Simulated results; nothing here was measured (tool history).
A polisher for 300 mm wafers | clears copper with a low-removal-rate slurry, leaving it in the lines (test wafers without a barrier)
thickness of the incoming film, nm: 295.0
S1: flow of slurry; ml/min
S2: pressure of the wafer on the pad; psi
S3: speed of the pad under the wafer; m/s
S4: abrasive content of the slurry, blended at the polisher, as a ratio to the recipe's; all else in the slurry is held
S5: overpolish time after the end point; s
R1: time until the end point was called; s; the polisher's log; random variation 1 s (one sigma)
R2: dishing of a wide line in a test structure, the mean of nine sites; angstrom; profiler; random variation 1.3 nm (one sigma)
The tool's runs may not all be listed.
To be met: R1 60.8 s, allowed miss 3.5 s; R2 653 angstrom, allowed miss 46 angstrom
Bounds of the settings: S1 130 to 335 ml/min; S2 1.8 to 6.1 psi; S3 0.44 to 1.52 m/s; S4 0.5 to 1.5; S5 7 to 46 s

run	hour	S1	S2	S3	S4	S5	R1	R2
1	0	215	3.9	0.98	1	24	90.757	474.19
2	9	215	3	0.98	1	24	109.8	401.47
3	14.5	215	2.6	0.98	1	24	123.62	365.93
4	19.6	215	3.4	1	1	24	97.916	422.88
5	23.9	215	4	1	1	25	86.91	504.45
6	27.1	215	4	1	1	31	87.727	575.24
7	30.7	215	4.4	1.02	1	29	80.735	594.55
8	38.1	215	4.4	1.02	1	29	77.567	595.82
9	40.6	215	4.7	1.02	1	28	78.149	607.62
10	45.3	215	5.1	1.04	1	26	68.088	618.79
11	51	215	5.3	1.04	1	26	66.829	614.24

Which of these 4 next moves meets every target?
A	56.7	200	5.4	1.14	1.05	18	?	?
B	56.7	255	6	1.3	0.95	17	?	?
C	56.7	135	6.1	1.08	1	20	?	?
D	56.7	220	4.6	1.28	1.3	25	?	?

move	R1	R2
A	61.9	496.82
B	51.288	550.79
C	61.628	542.56
D	61.158	630.75
A: brings the result that was furthest off to its target, and leaves another outside
B: takes the result that was furthest off past its target
C: brings the result that was furthest off to its target, and leaves another outside
D: meets every target
The right move is D.
